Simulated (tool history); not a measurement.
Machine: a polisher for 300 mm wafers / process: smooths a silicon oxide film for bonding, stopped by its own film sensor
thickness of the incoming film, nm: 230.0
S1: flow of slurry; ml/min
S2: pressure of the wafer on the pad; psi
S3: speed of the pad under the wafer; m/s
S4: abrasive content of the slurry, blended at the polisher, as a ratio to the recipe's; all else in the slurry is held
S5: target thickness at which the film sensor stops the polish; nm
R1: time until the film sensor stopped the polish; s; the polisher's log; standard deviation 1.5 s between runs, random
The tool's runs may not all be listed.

run 1 hour=0.0 | S1=130 S2=1.6 S3=0.72 S4=1.0 S5=184 | R1=152.17
run 2 hour=6.0 | S1=130 S2=1.6 S3=0.72 S4=1.0 S5=182 | R1=156.25
run 3 hour=11.5 | S1=120 S2=1.6 S3=0.72 S4=1.0 S5=182 | R1=159.50
run 4 hour=17.2 | S1=115 S2=1.5 S3=0.72 S4=1.0 S5=182 | R1=174.07
-- hour=23.4 slurry blender recalibrated
run 5 hour=23.4 | S1=115 S2=1.2 S3=0.72 S4=1.0 S5=182 | R1=170.49
run 6 hour=24.9 | S1=115 S2=1.2 S3=0.72 S4=0.8 S5=182 | R1=189.62

Run 7, settings as shown, results not yet in. Your forecast:
run 7 hour=27.4 | S1=120 S2=1.2 S3=0.72 S4=0.8 S5=182 | R1=?

R1: 186.66 s
